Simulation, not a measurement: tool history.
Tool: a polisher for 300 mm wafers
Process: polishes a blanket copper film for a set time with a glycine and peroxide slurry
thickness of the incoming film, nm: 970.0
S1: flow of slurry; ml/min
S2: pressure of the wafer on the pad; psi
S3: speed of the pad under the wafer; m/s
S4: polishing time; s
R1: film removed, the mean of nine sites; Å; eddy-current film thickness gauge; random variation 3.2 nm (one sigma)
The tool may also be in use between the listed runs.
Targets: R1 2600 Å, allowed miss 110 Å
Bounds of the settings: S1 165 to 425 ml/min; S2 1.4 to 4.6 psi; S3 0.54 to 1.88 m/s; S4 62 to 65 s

{"run": 1, "hour": 0.0, "S1": 275, "S2": 3, "S3": 1.2, "S4": 62, "R1": 4329.7}
{"run": 2, "hour": 2.1, "S1": 275, "S2": 3, "S3": 1.2, "S4": 62, "R1": 4283.1}
{"run": 3, "hour": 8.2, "S1": 275, "S2": 2.7, "S3": 1.18, "S4": 62, "R1": 3904.2}
{"run": 4, "hour": 13.1, "S1": 275, "S2": 2.5, "S3": 1.16, "S4": 62, "R1": 3564}
{"run": 5, "hour": 19.6, "S1": 275, "S2": 2.5, "S3": 1.4, "S4": 62, "R1": 4246.2}
{"run": 6, "hour": 23.8, "S1": 275, "S2": 2.3, "S3": 1.36, "S4": 62, "R1": 3776.2}
{"run": 7, "hour": 28.7, "S1": 275, "S2": 2.1, "S3": 1.34, "S4": 62, "R1": 3577.1}
{"run": 8, "hour": 33.5, "S1": 275, "S2": 2, "S3": 1.32, "S4": 62, "R1": 3329.3}
{"run": 9, "hour": 36.8, "S1": 275, "S2": 1.9, "S3": 1.32, "S4": 62, "R1": 3220.8}
{"run": 10, "hour": 43.6, "S1": 275, "S2": 1.8, "S3": 1.3, "S4": 62, "R1": 3079}
{"run": 11, "hour": 51.5, "S1": 275, "S2": 1.7, "S3": 1.3, "S4": 62, "R1": 2946.1}

4 next moves are on the table. One of them brings every result within its allowed miss. Which?
{"run": "A", "hour": 59.4, "S1": 290, "S2": 1.4, "S3": 1.34, "S4": 62, "R1": "?"}
{"run": "B", "hour": 59.4, "S1": 290, "S2": 1.8, "S3": 1.1, "S4": 65, "R1": "?"}
{"run": "C", "hour": 59.4, "S1": 300, "S2": 1.6, "S3": 1.4, "S4": 62, "R1": "?"}
{"run": "D", "hour": 59.4, "S1": 270, "S2": 1.8, "S3": 1.38, "S4": 62, "R1": "?"}

move=A R1=2650
move=B R1=2845.1
move=C R1=3013.7
move=D R1=3220.2
A: meets every target
B: nearer than the last run, and not there yet
C: further off than the last run
D: further off than the last run
Answer: A
